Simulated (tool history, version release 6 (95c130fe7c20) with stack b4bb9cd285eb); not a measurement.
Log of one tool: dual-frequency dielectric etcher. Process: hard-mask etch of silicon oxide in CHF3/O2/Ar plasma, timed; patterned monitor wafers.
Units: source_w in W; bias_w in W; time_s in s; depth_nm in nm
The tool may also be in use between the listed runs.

run  hour  source_w  bias_w  time_s  depth_nm
  1     0       470     119      17    27.469
  2   6.4       510     123      17    29.221
  3   6.9       510     123    15.5    26.467
  4  14.4       580     123    15.5    28.242
  5  18.5       580     111    15.5    27.052
  6    25       580      99    15.5    25.658
  7  30.6       600     111    15.5    27.378
  8  34.9       610     120    15.5    28.454
  9  43.9       620     128    15.5    29.292
 10  52.3       630     135    15.5    30.424
 11  61.3       640     140    15.5    31.025
 12  68.4       660     164      16    34.647
 13  71.4       650     164      16    34.261

The next listed run, before its measurement:
 14  77.4       640     164      16         ?

depth_nm: 34.383 nm

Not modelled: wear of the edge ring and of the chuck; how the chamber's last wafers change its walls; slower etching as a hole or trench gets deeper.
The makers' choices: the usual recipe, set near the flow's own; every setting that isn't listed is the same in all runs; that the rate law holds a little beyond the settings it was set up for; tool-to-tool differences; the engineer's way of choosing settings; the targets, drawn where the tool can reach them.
